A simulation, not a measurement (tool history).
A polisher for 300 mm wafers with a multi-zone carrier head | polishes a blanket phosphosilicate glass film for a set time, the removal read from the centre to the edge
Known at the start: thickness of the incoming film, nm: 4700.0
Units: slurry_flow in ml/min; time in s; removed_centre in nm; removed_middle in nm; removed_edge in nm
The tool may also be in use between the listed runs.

run    day  slurry_flow  centre_zone  middle_zone  edge_zone  slurry_solids  time  removed_centre  removed_middle  removed_edge
  1      0          225            1            1          1              1    78          347.97          347.02        341.27
  2  0.204          220            1         0.98       0.97              1    78          344.67          334.03        338.86
  3  0.242          220            1         0.98       0.97            1.1    78          364.93          349.78        358.09
  4  0.558          185            1         0.98       0.97            1.1    78          350.42          343.86        351.19
  5  0.925          185            1         0.98       0.97            1.1    64          287.02          281.98        282.52
  6  1.233          205         1.01         0.98       0.98            1.1    64          296.04          288.41        284.37
  7  1.521          205         1.01         0.98       0.98            1.1    64          291.35          280.47        286.86

Forecast run 8:
  8  1.583          220         1.03         0.99       0.99            1.1    64               ?               ?             ?

Run 8 gave removed_centre 305.76 nm, removed_middle 290.48 nm, removed_edge 289.84 nm.
